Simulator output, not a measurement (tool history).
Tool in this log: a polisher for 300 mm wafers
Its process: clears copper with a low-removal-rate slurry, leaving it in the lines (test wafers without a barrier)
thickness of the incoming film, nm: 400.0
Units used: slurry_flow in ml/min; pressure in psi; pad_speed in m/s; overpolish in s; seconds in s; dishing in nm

run    day  slurry_flow  pressure  pad_speed  slurry_solids  overpolish  seconds  dishing
  1      0          175         3       1.18              1          28   111.29   68.298
  2  0.267          180         3       1.18              1          26   110.03   62.426
  3  0.633          185         3       1.18              1          25   107.44   62.606
  4  0.883          185         3       1.18            1.2          25      105   62.368
  5  1.079          185       3.3       1.18            1.2          25   93.974   70.551
  6  1.208          170       3.3       1.18            1.2          25   96.466   66.574

Estimate the outcome of run 7 from the log above:
  7  1.429          165       3.3       1.18            1.2          24        ?        ?

seconds: 97.155 s
dishing: 66.758 nm
